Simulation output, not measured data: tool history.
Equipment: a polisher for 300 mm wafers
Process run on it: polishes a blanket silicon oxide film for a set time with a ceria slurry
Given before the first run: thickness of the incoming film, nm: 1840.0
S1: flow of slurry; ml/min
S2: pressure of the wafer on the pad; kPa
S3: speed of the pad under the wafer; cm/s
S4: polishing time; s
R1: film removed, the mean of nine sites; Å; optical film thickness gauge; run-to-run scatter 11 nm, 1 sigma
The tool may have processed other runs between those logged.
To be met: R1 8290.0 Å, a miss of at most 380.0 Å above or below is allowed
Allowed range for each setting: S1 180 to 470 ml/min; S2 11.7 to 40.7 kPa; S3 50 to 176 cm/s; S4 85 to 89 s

run  hour   S1    S2   S3  S4      R1
  1   0.0  300  26.2  112  85  5769.2
  2   6.1  300  26.2  112  85  5856.1
  3  10.6  300  28.3  112  85  6178.8
  4  17.0  300  28.3  138  85  7256.6
  5  19.7  300  28.3  110  85  6122.2
  6  22.8  300  28.3   88  85  4995.8
  7  29.8  300  35.2   94  85  6428.9
  8  32.4  300  36.5   98  85  6930.9
  9  40.2  300  37.2  100  85  7369.5
 10  45.9  300  37.9  100  85  7217.0

Of the 5 settings listed for the next run, only one would bring every result within its allowed miss of target. Which one?
  A  51.6  365  38.6  124  89   ?
  B  51.6  315  40.7  100  89   ?
  C  51.6  350  38.6   78  85   ?
  D  51.6  335  39.3   98  85   ?
  E  51.6  275  37.9   90  85   ?

move      R1
   A  9282.9
   B  8043.6
   C  6055.3
   D  7359.0
   E  6547.0
A: moves the result that the last run missed by most past its target, out the other side
B: all results in spec
C: lands further from the targets than the last run did
D: an improvement on the last run, though not all results are within tolerance
E: lands further from the targets than the last run did
So the answer is move B, the one that meets all the targets.
